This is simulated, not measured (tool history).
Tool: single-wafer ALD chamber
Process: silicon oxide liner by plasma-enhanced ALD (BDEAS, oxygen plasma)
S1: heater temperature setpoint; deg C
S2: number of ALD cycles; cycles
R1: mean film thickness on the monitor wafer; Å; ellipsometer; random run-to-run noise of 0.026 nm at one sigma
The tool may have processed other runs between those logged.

run  hour   S1  S2      R1
  1   0.0  315  84  76.434
  2   3.8  315  85  77.814
  3   7.1  326  85  76.852
  4  10.3  326  86  77.675
  5  15.5  317  86  77.962
  6  19.1  317  82  74.974
  7  26.9  317  84  76.763
  8  29.0  317  85  77.191

Run 9 comes next. What will it give?
  9  34.7  317  85   ?

R1: 77.141 Å
